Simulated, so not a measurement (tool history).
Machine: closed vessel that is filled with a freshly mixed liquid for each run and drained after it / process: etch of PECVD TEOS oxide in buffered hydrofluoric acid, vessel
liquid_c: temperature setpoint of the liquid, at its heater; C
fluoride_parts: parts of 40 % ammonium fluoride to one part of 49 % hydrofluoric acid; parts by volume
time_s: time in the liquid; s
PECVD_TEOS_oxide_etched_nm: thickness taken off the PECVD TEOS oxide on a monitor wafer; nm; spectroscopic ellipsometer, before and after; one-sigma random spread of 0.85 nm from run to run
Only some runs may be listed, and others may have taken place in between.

| run | hour | liquid_c | fluoride_parts | time_s | PECVD_TEOS_oxide_etched_nm |
|---|---|---|---|---|---|
| 1 | 0.0 | 22.0 | 12.0 | 95 | 115.250 |
| 2 | 6.4 | 22.0 | 12.0 | 95 | 115.000 |
| 3 | 13.4 | 19.5 | 12.0 | 95 | 100.250 |
| 4 | 21.7 | 20.5 | 12.0 | 95 | 105.330 |
| 5 | 24.4 | 21.5 | 12.0 | 95 | 111.930 |
| 6 | 29.1 | 21.5 | 15.5 | 95 | 86.724 |
| 7 | 34.7 | 23.0 | 15.5 | 95 | 94.722 |
| 8 | 40.1 | 24.5 | 15.5 | 95 | 102.700 |

Run 9 has not been measured yet. What should we expect?
| 9 | 45.8 | 25.5 | 15.5 | 95 | ? |

PECVD_TEOS_oxide_etched_nm: 107.970 nm
